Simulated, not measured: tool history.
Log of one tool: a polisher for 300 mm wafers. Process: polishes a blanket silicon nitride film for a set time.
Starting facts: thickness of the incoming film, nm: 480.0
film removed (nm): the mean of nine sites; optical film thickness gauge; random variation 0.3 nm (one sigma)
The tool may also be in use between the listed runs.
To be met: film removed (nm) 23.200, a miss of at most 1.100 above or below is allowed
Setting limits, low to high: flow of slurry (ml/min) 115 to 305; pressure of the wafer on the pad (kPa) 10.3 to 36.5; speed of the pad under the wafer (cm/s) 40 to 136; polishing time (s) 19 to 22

| run | hour | flow of slurry (ml/min) | pressure of the wafer on the pad (kPa) | speed of the pad under the wafer (cm/s) | polishing time (s) | film removed (nm) |
|---|---|---|---|---|---|---|
| 1 | 0.0 | 195 | 23.4 | 88 | 22 | 31.830 |
| 2 | 8.7 | 195 | 21.4 | 88 | 22 | 29.523 |
| 3 | 10.1 | 195 | 19.3 | 88 | 22 | 27.109 |
| 4 | 13.5 | 195 | 25.5 | 88 | 22 | 35.240 |
| 5 | 15.5 | 195 | 22.8 | 86 | 22 | 30.686 |
| 6 | 19.0 | 195 | 22.8 | 86 | 19 | 26.365 |
| 7 | 22.0 | 195 | 22.1 | 86 | 19 | 25.486 |
| 8 | 30.6 | 195 | 21.4 | 86 | 19 | 24.857 |
| 9 | 35.2 | 195 | 20.7 | 86 | 19 | 24.505 |

Exactly one of the 5 candidate moves below puts every result within its allowed miss. Which one?
| A | 39.8 | 205 | 21.4 | 96 | 19 | ? |
| B | 39.8 | 215 | 17.2 | 68 | 21 | ? |
| C | 39.8 | 230 | 17.2 | 104 | 20 | ? |
| D | 39.8 | 205 | 19.3 | 88 | 19 | ? |
| E | 39.8 | 195 | 21.4 | 92 | 19 | ? |

| move | film removed (nm) |
|---|---|
| A | 27.800 |
| B | 20.912 |
| C | 26.085 |
| D | 24.186 |
| E | 26.947 |
A: its largest miss is bigger than the last run's
B: takes the result that was furthest off past its target
C: its largest miss is bigger than the last run's
D: all results land within tolerance of their targets
E: its largest miss is bigger than the last run's
Move D is the one to make.
